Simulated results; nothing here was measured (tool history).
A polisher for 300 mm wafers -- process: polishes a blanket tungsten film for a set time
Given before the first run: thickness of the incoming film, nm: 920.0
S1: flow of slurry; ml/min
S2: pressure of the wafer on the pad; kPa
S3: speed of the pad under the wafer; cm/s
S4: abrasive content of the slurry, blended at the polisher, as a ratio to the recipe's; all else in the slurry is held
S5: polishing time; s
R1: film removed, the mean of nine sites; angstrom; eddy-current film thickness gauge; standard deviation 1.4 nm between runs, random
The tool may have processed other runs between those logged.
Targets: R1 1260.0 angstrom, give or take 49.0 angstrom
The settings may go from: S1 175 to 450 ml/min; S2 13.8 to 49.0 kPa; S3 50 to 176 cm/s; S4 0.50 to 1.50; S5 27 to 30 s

{"run": 1, "day": 0.0, "S1": 290, "S2": 31.0, "S3": 112, "S4": 1.0, "S5": 30, "R1": 2194.7}
{"run": 2, "day": 0.196, "S1": 290, "S2": 27.6, "S3": 112, "S4": 1.0, "S5": 30, "R1": 1904.6}
{"run": 3, "day": 0.229, "S1": 290, "S2": 25.5, "S3": 112, "S4": 1.0, "S5": 30, "R1": 1789.4}
{"run": 4, "day": 0.596, "S1": 290, "S2": 23.4, "S3": 112, "S4": 1.0, "S5": 30, "R1": 1664.2}
{"run": 5, "day": 0.896, "S1": 290, "S2": 22.1, "S3": 112, "S4": 1.0, "S5": 30, "R1": 1594.5}
{"run": 6, "day": 0.967, "S1": 290, "S2": 29.0, "S3": 112, "S4": 1.0, "S5": 30, "R1": 2047.0}
{"run": 7, "day": 1.279, "S1": 290, "S2": 26.2, "S3": 112, "S4": 1.0, "S5": 30, "R1": 1846.3}
{"run": 8, "day": 1.504, "S1": 290, "S2": 24.1, "S3": 112, "S4": 1.0, "S5": 30, "R1": 1703.3}
{"run": 9, "day": 1.65, "S1": 290, "S2": 24.1, "S3": 112, "S4": 1.0, "S5": 30, "R1": 1743.6}
{"run": 10, "day": 1.921, "S1": 290, "S2": 22.1, "S3": 112, "S4": 1.0, "S5": 30, "R1": 1567.3}
{"run": 11, "day": 2.15, "S1": 290, "S2": 20.7, "S3": 112, "S4": 1.0, "S5": 30, "R1": 1449.0}
{"run": 12, "day": 2.375, "S1": 290, "S2": 20.0, "S3": 112, "S4": 1.0, "S5": 30, "R1": 1446.6}
{"run": 13, "day": 2.546, "S1": 290, "S2": 20.0, "S3": 112, "S4": 1.0, "S5": 30, "R1": 1447.9}
{"run": 14, "day": 2.7, "S1": 290, "S2": 19.3, "S3": 112, "S4": 1.0, "S5": 30, "R1": 1384.0}
{"run": 15, "day": 2.921, "S1": 290, "S2": 18.6, "S3": 112, "S4": 1.0, "S5": 30, "R1": 1362.0}

Exercise: of the 5 proposed moves below, exactly one satisfies all targets within the stated allowed misses. Which move is it?
{"run": "A", "day": 3.142, "S1": 260, "S2": 20.0, "S3": 114, "S4": 1.1, "S5": 28, "R1": "?"}
{"run": "B", "day": 3.142, "S1": 300, "S2": 16.5, "S3": 152, "S4": 0.95, "S5": 28, "R1": "?"}
{"run": "C", "day": 3.142, "S1": 280, "S2": 18.6, "S3": 114, "S4": 1.1, "S5": 27, "R1": "?"}
{"run": "D", "day": 3.142, "S1": 400, "S2": 24.1, "S3": 102, "S4": 0.85, "S5": 30, "R1": "?"}
{"run": "E", "day": 3.142, "S1": 305, "S2": 15.9, "S3": 150, "S4": 0.85, "S5": 30, "R1": "?"}

move=A R1=1390.0
move=B R1=1464.9
move=C R1=1265.1
move=D R1=1570.6
move=E R1=1456.6
A: lands further from the targets than the last run did
B: lands further from the targets than the last run did
C: hits every target within its allowed miss
D: lands further from the targets than the last run did
E: lands further from the targets than the last run did
Answer: C

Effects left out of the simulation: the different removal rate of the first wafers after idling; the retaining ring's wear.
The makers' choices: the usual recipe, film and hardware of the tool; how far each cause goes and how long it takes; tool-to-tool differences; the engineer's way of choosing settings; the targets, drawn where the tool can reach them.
